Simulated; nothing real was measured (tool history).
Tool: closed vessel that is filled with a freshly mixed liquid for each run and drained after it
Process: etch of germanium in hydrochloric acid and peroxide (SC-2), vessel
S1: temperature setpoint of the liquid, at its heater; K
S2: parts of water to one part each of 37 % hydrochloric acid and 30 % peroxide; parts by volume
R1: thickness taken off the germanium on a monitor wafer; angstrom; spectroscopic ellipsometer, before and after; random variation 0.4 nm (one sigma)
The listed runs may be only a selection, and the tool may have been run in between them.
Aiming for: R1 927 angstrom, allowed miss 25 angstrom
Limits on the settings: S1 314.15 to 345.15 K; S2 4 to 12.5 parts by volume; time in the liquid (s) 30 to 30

{"run": 1, "hour": 0.0, "S1": 330.15, "S2": 7, "time in the liquid (s)": 30, "R1": 1099.5}
{"run": 2, "hour": 4.3, "S1": 328.65, "S2": 7, "time in the liquid (s)": 30, "R1": 1058}
{"run": 3, "hour": 12.7, "S1": 327.15, "S2": 7, "time in the liquid (s)": 30, "R1": 998.42}
{"run": 4, "hour": 15.0, "S1": 322.65, "S2": 7, "time in the liquid (s)": 30, "R1": 867.91}
{"run": 5, "hour": 16.2, "S1": 323.15, "S2": 7, "time in the liquid (s)": 30, "R1": 883.14}
{"run": 6, "hour": 18.7, "S1": 318.65, "S2": 7, "time in the liquid (s)": 30, "R1": 769.26}
{"run": 7, "hour": 26.9, "S1": 320.15, "S2": 7, "time in the liquid (s)": 30, "R1": 805.17}
{"run": 8, "hour": 30.9, "S1": 321.65, "S2": 7, "time in the liquid (s)": 30, "R1": 849.66}
{"run": 9, "hour": 35.7, "S1": 322.65, "S2": 7, "time in the liquid (s)": 30, "R1": 876.76}
{"run": 10, "hour": 36.7, "S1": 323.15, "S2": 7, "time in the liquid (s)": 30, "R1": 890.08}
{"run": 11, "hour": 41.0, "S1": 323.65, "S2": 7, "time in the liquid (s)": 30, "R1": 899.07}

Pick the move, out of 4, that brings all results within their allowed miss; only one does.
{"run": "A", "hour": 45.3, "S1": 326.65, "S2": 7, "time in the liquid (s)": 30, "R1": "?"}
{"run": "B", "hour": 45.3, "S1": 324.65, "S2": 8.5, "time in the liquid (s)": 30, "R1": "?"}
{"run": "C", "hour": 45.3, "S1": 322.15, "S2": 7, "time in the liquid (s)": 30, "R1": "?"}
{"run": "D", "hour": 45.3, "S1": 323.15, "S2": 10, "time in the liquid (s)": 30, "R1": "?"}

move=A R1=991.21
move=B R1=919.1
move=C R1=859.74
move=D R1=864.73
A: the result that was furthest off in the last run now lies on the other side of its target
B: all results in spec
C: the biggest miss grows against the last run
D: the biggest miss grows against the last run
Answer: B
